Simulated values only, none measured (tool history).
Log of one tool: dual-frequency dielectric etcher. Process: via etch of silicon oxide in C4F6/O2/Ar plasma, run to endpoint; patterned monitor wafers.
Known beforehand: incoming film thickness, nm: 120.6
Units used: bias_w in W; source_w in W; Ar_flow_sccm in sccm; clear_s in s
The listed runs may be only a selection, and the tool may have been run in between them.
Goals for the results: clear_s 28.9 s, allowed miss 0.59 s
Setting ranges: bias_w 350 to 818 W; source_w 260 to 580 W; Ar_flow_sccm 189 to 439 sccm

run  hour  bias_w  source_w  Ar_flow_sccm  clear_s
  1     0     584       420           314   25.423
  2   0.8     664       420           314   23.964
  3     4     633       420           315    24.16
  4   9.9     605       420           316   25.006
  5  13.1     605       420           365   25.279
  6  21.7     605       420           391   25.273
  7  24.2     583       420           391   25.652
  8  29.2     583       420           391   25.939
  9  29.8     567       420           391   26.319
 10  38.5     450       400           394   29.573

Exercise: of the 4 proposed moves below, exactly one satisfies all targets within the stated allowed misses. Which move is it?
  A  47.2     449       380           434        ?
  B  47.2     501       420           397        ?
  C  47.2     461       370           414        ?
  D  47.2     423       450           381        ?

move  clear_s
   A   30.909
   B   27.634
   C   30.862
   D   28.634
A: further off than the last run
B: takes the biggest miss from the last run beyond its target
C: further off than the last run
D: hits every target within its allowed miss
Move D is the one to make.
